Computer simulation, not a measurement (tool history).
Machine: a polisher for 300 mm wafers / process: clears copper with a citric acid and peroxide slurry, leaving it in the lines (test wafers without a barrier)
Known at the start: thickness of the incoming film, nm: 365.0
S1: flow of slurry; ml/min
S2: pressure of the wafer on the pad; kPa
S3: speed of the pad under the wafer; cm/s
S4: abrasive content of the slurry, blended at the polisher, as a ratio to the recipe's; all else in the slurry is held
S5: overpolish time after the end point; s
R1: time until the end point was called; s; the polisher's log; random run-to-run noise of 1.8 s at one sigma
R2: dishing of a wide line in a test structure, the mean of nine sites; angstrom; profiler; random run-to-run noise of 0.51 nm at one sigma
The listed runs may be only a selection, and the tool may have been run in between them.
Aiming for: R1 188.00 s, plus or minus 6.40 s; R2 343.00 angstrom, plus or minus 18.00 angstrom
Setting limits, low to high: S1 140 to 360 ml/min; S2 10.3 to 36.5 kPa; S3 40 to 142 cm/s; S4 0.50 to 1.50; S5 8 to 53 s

run 1 hour=0.0 | S1=230 S2=23.4 S3=90 S4=1.00 S5=27 | R1=192.16 R2=260.68
run 2 hour=3.1 | S1=230 S2=23.4 S3=90 S4=1.00 S5=30 | R1=194.47 R2=276.96
run 3 hour=5.2 | S1=230 S2=23.4 S3=80 S4=1.00 S5=30 | R1=215.70 R2=260.36
run 4 hour=13.4 | S1=185 S2=23.4 S3=80 S4=1.00 S5=30 | R1=219.71 R2=261.82
run 5 hour=15.8 | S1=185 S2=23.4 S3=80 S4=1.00 S5=37 | R1=220.56 R2=286.20
run 6 hour=20.0 | S1=140 S2=23.4 S3=80 S4=1.00 S5=37 | R1=225.89 R2=281.90
run 7 hour=27.3 | S1=145 S2=24.1 S3=80 S4=1.00 S5=38 | R1=223.80 R2=289.16
run 8 hour=30.6 | S1=155 S2=24.8 S3=80 S4=1.00 S5=39 | R1=216.33 R2=296.36
run 9 hour=31.8 | S1=160 S2=25.5 S3=80 S4=1.00 S5=40 | R1=207.97 R2=299.83
run 10 hour=40.6 | S1=165 S2=26.2 S3=80 S4=1.00 S5=42 | R1=201.53 R2=314.43
run 11 hour=47.5 | S1=170 S2=26.2 S3=80 S4=1.00 S5=43 | R1=199.29 R2=324.81

Below are 5 possible settings for the next run. Only one of them brings all results inside the allowed miss of their targets. Which is it?
run A hour=54.4 | S1=155 S2=36.5 S3=64 S4=1.05 S5=32 | R1=? R2=?
run B hour=54.4 | S1=140 S2=24.1 S3=92 S4=1.20 S5=52 | R1=? R2=?
run C hour=54.4 | S1=140 S2=29.0 S3=80 S4=1.10 S5=34 | R1=? R2=?
run D hour=54.4 | S1=160 S2=24.1 S3=86 S4=1.05 S5=40 | R1=? R2=?
run E hour=54.4 | S1=170 S2=26.2 S3=72 S4=1.10 S5=43 | R1=? R2=?

move=A R1=180.88 R2=303.85
move=B R1=190.92 R2=350.08
move=C R1=185.67 R2=305.87
move=D R1=205.47 R2=311.58
move=E R1=219.28 R2=314.21
A: carries the result that was furthest off beyond its target, to the other side
B: every result lands within tolerance
C: the furthest-off result lands on target, but another misses its tolerance
D: lands further from the targets than the last run did
E: lands further from the targets than the last run did
B meets every target.

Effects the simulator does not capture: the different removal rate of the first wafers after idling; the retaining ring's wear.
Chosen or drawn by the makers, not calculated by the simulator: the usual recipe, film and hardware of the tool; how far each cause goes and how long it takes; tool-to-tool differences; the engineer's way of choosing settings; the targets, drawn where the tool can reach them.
